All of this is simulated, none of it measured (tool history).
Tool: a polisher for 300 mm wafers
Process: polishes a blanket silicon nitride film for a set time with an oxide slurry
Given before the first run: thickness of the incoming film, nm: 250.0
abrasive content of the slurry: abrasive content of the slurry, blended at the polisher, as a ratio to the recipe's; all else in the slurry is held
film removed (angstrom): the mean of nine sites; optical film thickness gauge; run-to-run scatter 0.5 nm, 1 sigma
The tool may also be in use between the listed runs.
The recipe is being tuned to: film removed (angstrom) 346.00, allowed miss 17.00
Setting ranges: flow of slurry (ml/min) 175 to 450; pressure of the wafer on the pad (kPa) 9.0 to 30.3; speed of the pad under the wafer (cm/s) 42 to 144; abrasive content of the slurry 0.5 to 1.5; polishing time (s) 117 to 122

run    day  flow of slurry (ml/min)  pressure of the wafer on the pad (kPa)  speed of the pad under the wafer (cm/s)  abrasive content of the slurry  polishing time (s)  film removed (angstrom)
  1  0.000                      290                                    19.3                                       92                             1.0                 117                   635.19
  2  0.188                      290                                    21.4                                       92                             1.0                 117                   677.16
  3  0.446                      290                                    20.0                                       90                             1.0                 117                   639.75
  4  0.550                      290                                    18.6                                       88                             1.0                 117                   589.51
  5  0.888                      290                                    18.6                                       88                             1.0                 122                   611.94
  6  1.225                      290                                    17.2                                       86                             1.0                 122                   555.35
  7  1.362                      290                                    16.5                                       86                             1.0                 122                   540.94
  8  1.583                      290                                    11.0                                       74                             1.0                 122                   333.16

Consider the 4 candidate settings below. Which is the only one whose results all fall within their allowed miss of target?
  A  1.804                      235                                    13.8                                       60                             1.0                 121                        ?
  B  1.804                      330                                     9.0                                       88                             1.1                 120                        ?
  C  1.804                      210                                    12.4                                       62                             1.0                 117                        ?
  D  1.804                      280                                    11.0                                       70                             1.0                 117                        ?

move  film removed (angstrom)
   A                   348.08
   B                   313.74
   C                   308.21
   D                   305.79
A: meets every target
B: moves away from the targets compared with the last run
C: moves away from the targets compared with the last run
D: moves away from the targets compared with the last run
Answer: A
